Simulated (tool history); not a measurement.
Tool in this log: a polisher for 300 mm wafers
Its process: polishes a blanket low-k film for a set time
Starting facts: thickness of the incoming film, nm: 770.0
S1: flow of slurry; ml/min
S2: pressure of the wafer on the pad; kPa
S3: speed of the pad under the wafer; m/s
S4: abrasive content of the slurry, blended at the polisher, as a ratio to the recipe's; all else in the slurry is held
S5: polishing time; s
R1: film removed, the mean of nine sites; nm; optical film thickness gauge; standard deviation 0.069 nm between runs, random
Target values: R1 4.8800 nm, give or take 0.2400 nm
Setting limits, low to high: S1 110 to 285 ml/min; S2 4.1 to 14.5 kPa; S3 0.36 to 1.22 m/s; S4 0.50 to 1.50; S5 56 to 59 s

| run | day | S1 | S2 | S3 | S4 | S5 | R1 |
|---|---|---|---|---|---|---|---|
| 1 | 0.000 | 180 | 9.0 | 0.78 | 1.00 | 56 | 14.9080 |
| 2 | 0.283 | 180 | 9.7 | 0.78 | 1.00 | 56 | 16.1830 |
| 3 | 0.575 | 180 | 9.7 | 0.86 | 1.00 | 56 | 17.1790 |
| 4 | 0.825 | 180 | 9.7 | 0.86 | 1.00 | 59 | 18.5320 |
| 5 | 1.083 | 170 | 7.6 | 0.70 | 0.85 | 58 | 11.0130 |
| 6 | 1.196 | 170 | 7.6 | 0.70 | 1.05 | 58 | 12.1340 |
| 7 | 1.321 | 165 | 6.2 | 0.58 | 1.00 | 57 | 8.2350 |
| 8 | 1.588 | 165 | 5.5 | 0.52 | 1.00 | 57 | 6.9126 |
| 9 | 1.617 | 165 | 4.8 | 0.48 | 1.00 | 57 | 5.8344 |

Next run, 5 choices. One meets every target within its allowed miss, the rest don't. Which?
| A | 1.646 | 190 | 5.5 | 0.38 | 1.05 | 56 | ? |
| B | 1.646 | 165 | 4.8 | 0.46 | 1.10 | 56 | ? |
| C | 1.646 | 120 | 6.9 | 0.42 | 0.80 | 56 | ? |
| D | 1.646 | 145 | 4.8 | 0.50 | 1.00 | 57 | ? |
| E | 1.646 | 145 | 6.2 | 0.38 | 0.80 | 58 | ? |

| move | R1 |
|---|---|
| A | 5.6374 |
| B | 5.8073 |
| C | 5.5886 |
| D | 5.7948 |
| E | 5.0494 |
A: closes in on the targets versus the last run, not all within tolerance yet
B: about the same distance from the targets as the last run
C: closes in on the targets versus the last run, not all within tolerance yet
D: about the same distance from the targets as the last run
E: every result lands within tolerance
The move that meets every target is E.

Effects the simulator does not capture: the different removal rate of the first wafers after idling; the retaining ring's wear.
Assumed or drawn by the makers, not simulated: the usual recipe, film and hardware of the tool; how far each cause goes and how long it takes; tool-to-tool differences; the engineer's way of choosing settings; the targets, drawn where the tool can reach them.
